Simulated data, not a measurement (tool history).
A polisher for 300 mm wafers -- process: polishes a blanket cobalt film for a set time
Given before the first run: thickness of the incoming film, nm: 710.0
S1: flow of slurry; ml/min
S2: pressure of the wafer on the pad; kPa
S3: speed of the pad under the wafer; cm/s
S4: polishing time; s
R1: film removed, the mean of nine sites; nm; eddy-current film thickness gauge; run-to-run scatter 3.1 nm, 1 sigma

| run | hour | S1 | S2 | S3 | S4 | R1 |
|---|---|---|---|---|---|---|
| 1 | 0 | 320 | 13.1 | 116 | 60 | 340.77 |
| 2 | 8 | 320 | 13.1 | 116 | 63 | 360.33 |
| 3 | 12.6 | 320 | 13.1 | 106 | 63 | 327.79 |
| 4 | 17.4 | 380 | 13.1 | 106 | 63 | 331.04 |
| 5 | 25.9 | 380 | 14.5 | 106 | 63 | 353.55 |
| 6 | 26.5 | 380 | 14.5 | 106 | 60 | 336.56 |

For run 7, what comes out?
| 7 | 35.4 | 380 | 15.9 | 106 | 60 | ? |

R1: 359.66 nm
